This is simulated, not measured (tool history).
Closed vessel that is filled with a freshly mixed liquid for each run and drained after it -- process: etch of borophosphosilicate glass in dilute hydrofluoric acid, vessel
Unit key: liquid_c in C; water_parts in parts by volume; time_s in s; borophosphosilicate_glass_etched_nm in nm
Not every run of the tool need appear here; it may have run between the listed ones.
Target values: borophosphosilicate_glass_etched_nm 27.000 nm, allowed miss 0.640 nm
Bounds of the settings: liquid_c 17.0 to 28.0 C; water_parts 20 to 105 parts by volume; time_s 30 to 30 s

run  hour  liquid_c  water_parts  time_s  borophosphosilicate_glass_etched_nm
  1   0.0      20.0           55      30                               17.404
  2   5.7      17.5           55      30                               15.673
  3   8.5      18.5           55      30                               16.360
  4  14.5      18.5           75      30                               11.510
  5  19.0      18.5           75      30                               11.541
  6  22.8      18.5           75      30                               11.827
  7  31.4      21.5           65      30                               15.439
  8  32.7      25.5           40      30                               30.588
  9  36.4      24.5           40      30                               29.559

Next run, 4 choices. One meets every target within its allowed miss, the rest don't. Which?
  A  40.1      22.5           40      30                                    ?
  B  40.1      27.0           40      30                                    ?
  C  40.1      20.0           30      30                                    ?
  D  40.1      22.5           35      30                                    ?

move  borophosphosilicate_glass_etched_nm
   A                               27.096
   B                               32.623
   C                               32.892
   D                               31.167
A: meets every target
B: moves away from the targets compared with the last run
C: moves away from the targets compared with the last run
D: moves away from the targets compared with the last run
Answer: A

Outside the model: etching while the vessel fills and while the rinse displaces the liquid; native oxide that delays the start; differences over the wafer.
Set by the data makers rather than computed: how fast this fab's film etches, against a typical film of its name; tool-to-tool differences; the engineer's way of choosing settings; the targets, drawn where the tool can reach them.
